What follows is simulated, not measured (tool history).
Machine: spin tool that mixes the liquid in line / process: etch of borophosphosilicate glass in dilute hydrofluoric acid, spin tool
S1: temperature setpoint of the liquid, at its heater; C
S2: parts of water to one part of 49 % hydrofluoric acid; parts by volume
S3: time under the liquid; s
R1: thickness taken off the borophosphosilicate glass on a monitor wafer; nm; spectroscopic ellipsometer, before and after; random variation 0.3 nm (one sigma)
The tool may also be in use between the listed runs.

run 1 hour=0 | S1=25 S2=125 S3=125 | R1=67.166
run 2 hour=6.6 | S1=23 S2=125 S3=125 | R1=63.168
run 3 hour=10.8 | S1=21.5 S2=135 S3=125 | R1=54.025
run 4 hour=13.3 | S1=20 S2=135 S3=125 | R1=50.75
run 5 hour=18.4 | S1=19 S2=140 S3=125 | R1=46.865
run 6 hour=22.4 | S1=19 S2=100 S3=125 | R1=67.433
run 7 hour=23.8 | S1=18.5 S2=115 S3=125 | R1=56.717

For run 8, what comes out?
run 8 hour=31.2 | S1=18 S2=125 S3=125 | R1=?

R1: 51.532 nm

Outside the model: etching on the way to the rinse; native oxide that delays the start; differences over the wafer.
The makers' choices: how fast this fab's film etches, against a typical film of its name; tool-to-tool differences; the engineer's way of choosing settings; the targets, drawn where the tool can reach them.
